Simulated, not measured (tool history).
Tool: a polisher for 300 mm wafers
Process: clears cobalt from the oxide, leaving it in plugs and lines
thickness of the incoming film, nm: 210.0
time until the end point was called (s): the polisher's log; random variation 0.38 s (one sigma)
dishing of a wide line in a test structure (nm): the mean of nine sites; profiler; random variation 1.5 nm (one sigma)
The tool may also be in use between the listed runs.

run    day  flow of slurry (ml/min)  pressure of the wafer on the pad (kPa)  speed of the pad under the wafer (cm/s)  overpolish time after the end point (s)  time until the end point was called (s)  dishing of a wide line in a test structure (nm)
  1  0.000                      145                                    14.5                                       88                                       24                                   44.095                                           73.307
  2  0.275                      125                                    14.5                                       88                                       24                                   45.455                                           69.049
  3  0.296                      145                                    15.9                                       88                                       24                                   40.506                                           74.397
  4  0.442                      145                                    18.6                                       88                                       24                                   35.178                                           79.595
  5  0.804                      125                                    18.6                                       88                                       24                                   34.969                                           78.332
  6  1.062                      125                                    16.5                                       88                                       24                                   40.605                                           76.095
  7  1.208                      125                                    16.5                                       88                                       24                                   40.299                                           77.533

Forecast run 8:
  8  1.267                      145                                    20.0                                       90                                       27                                        ?                                                ?

Run 8 gave time until the end point was called (s) 31.820, dishing of a wide line in a test structure (nm) 88.246.
